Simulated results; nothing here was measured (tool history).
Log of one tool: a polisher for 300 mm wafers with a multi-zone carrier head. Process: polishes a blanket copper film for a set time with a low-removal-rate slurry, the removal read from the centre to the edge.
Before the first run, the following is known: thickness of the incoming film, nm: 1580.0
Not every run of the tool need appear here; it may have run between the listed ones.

run,hour,flow of slurry (ml/min),pressure of the head's centre zone,pressure of the head's middle zone,pressure of the head's edge zone,abrasive content of the slurry,polishing time (s),film removed at the wafer's centre (Å),film removed at mid-radius (Å),film removed at the wafer's edge (Å)
1,0.0,290,1.00,1.00,1.00,1.00,35,1541.3,1653.2,1558.5
2,4.7,290,1.08,1.00,1.00,1.00,35,1668.4,1623.8,1592.3
3,10.4,290,1.08,1.07,1.00,1.00,35,1653.4,1702.1,1568.5
4,16.5,360,1.08,1.07,1.00,1.00,35,1685.1,1753.6,1562.9
5,20.8,360,1.08,1.07,1.00,1.10,35,1739.4,1783.0,1638.5
6,26.5,350,1.02,1.05,1.01,1.05,35,1655.8,1748.1,1625.4
7,34.1,320,0.97,1.05,1.02,1.00,35,1568.4,1691.9,1600.5
8,37.3,285,0.93,1.08,1.03,1.00,35,1501.9,1752.0,1595.3
9,38.8,265,0.90,1.08,1.04,0.95,35,1420.8,1684.2,1587.3
10,43.4,255,0.88,1.08,1.03,0.95,35,1402.2,1719.7,1552.8
11,51.2,245,0.86,1.08,1.03,0.95,35,1346.7,1729.5,1545.1
12,57.1,240,0.85,1.07,1.03,0.95,35,1362.4,1687.0,1544.6

Predict the results of run 13:
13,65.4,235,0.84,1.07,1.03,0.90,35,?,?,?

{"run 13": {"film removed at the wafer's centre (Å)": 1321.6, "film removed at mid-radius (Å)": 1644.8, "film removed at the wafer's edge (Å)": 1517.4}}

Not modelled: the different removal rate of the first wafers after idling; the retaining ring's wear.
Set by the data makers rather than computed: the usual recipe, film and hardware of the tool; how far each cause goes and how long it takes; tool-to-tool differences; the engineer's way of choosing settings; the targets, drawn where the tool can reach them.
